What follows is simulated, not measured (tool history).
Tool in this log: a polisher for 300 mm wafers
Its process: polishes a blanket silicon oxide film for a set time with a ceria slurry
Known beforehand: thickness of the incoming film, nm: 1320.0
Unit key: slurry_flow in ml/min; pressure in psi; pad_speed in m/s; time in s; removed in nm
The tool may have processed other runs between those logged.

run,hour,slurry_flow,pressure,pad_speed,time,removed
1,0.0,130,2.3,1.20,49,207.31
2,4.0,125,2.0,1.20,49,191.21
3,8.4,125,1.7,1.18,49,170.51
4,17.4,125,1.2,1.18,49,145.67
5,19.5,150,1.2,1.18,49,152.09
6,27.1,135,1.1,1.18,49,141.38
7,32.9,125,1.1,1.18,49,140.10
8,36.3,120,1.1,1.18,49,139.77

Predict the results of run 9:
9,41.2,115,1.1,1.18,49,?

{"run 9": {"removed": 137.39}}
